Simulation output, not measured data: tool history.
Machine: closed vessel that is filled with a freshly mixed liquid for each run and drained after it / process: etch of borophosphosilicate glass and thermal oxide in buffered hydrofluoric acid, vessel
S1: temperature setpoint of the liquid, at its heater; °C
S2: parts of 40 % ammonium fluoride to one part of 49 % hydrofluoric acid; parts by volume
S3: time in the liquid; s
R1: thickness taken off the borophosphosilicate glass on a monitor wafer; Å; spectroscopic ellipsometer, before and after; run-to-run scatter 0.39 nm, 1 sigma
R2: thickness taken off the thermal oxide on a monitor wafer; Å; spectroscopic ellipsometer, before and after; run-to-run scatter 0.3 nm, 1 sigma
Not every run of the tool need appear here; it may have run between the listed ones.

{"run": 1, "day": 0.0, "S1": 24.0, "S2": 15.5, "S3": 60, "R1": 821.0, "R2": 484.62}
{"run": 2, "day": 0.225, "S1": 24.5, "S2": 15.5, "S3": 60, "R1": 851.26, "R2": 498.88}
{"run": 3, "day": 0.554, "S1": 22.0, "S2": 15.5, "S3": 60, "R1": 738.8, "R2": 434.49}
{"run": 4, "day": 0.633, "S1": 22.0, "S2": 15.5, "S3": 45, "R1": 552.81, "R2": 321.96}
{"run": 5, "day": 0.746, "S1": 22.0, "S2": 12.0, "S3": 45, "R1": 712.74, "R2": 414.04}
{"run": 6, "day": 1.054, "S1": 23.0, "S2": 12.0, "S3": 45, "R1": 757.05, "R2": 439.68}

What will run 7 give?
{"run": 7, "day": 1.2, "S1": 23.5, "S2": 12.0, "S3": 45, "R1": "?", "R2": "?"}

Run 7 produced R1 774.26 Å, R2 452.06 Å.

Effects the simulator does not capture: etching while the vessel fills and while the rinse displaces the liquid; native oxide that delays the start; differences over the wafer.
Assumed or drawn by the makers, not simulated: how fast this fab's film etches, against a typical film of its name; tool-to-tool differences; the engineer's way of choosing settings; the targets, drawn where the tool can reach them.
